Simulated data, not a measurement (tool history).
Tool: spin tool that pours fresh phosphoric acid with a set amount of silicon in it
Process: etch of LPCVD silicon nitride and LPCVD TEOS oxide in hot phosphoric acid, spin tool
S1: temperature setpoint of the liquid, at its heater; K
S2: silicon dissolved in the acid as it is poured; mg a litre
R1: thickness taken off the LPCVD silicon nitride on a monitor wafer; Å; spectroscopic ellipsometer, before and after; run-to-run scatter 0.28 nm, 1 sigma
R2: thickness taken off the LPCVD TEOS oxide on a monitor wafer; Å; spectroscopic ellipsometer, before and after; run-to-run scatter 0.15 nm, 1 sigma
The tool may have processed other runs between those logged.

{"run": 1, "hour": 0.0, "S1": 434.15, "S2": 29.0, "time under the liquid (s)": 180, "R1": 155.94, "R2": 5.3255}
{"run": 2, "hour": 2.4, "S1": 434.15, "S2": 29.0, "time under the liquid (s)": 125, "R1": 108.7, "R2": 3.116}
{"run": 3, "hour": 8.5, "S1": 434.15, "S2": 29.0, "time under the liquid (s)": 95, "R1": 83.993, "R2": 2.5299}
{"run": 4, "hour": 14.0, "S1": 434.65, "S2": 26.0, "time under the liquid (s)": 125, "R1": 112.32, "R2": 4.0093}
{"run": 5, "hour": 15.2, "S1": 434.65, "S2": 26.0, "time under the liquid (s)": 160, "R1": 141.94, "R2": 4.5799}
{"run": 6, "hour": 23.4, "S1": 434.65, "S2": 31.5, "time under the liquid (s)": 160, "R1": 140.8, "R2": 4.4562}
{"run": 7, "hour": 26.7, "S1": 435.65, "S2": 27.5, "time under the liquid (s)": 175, "R1": 158.33, "R2": 6.0304}

Estimate the outcome of run 8 from the log above:
{"run": 8, "hour": 35.5, "S1": 438.15, "S2": 9.5, "time under the liquid (s)": 265, "R1": "?", "R2": "?"}

Run 8 measured R1 263.350 Å, R2 18.0560 Å.

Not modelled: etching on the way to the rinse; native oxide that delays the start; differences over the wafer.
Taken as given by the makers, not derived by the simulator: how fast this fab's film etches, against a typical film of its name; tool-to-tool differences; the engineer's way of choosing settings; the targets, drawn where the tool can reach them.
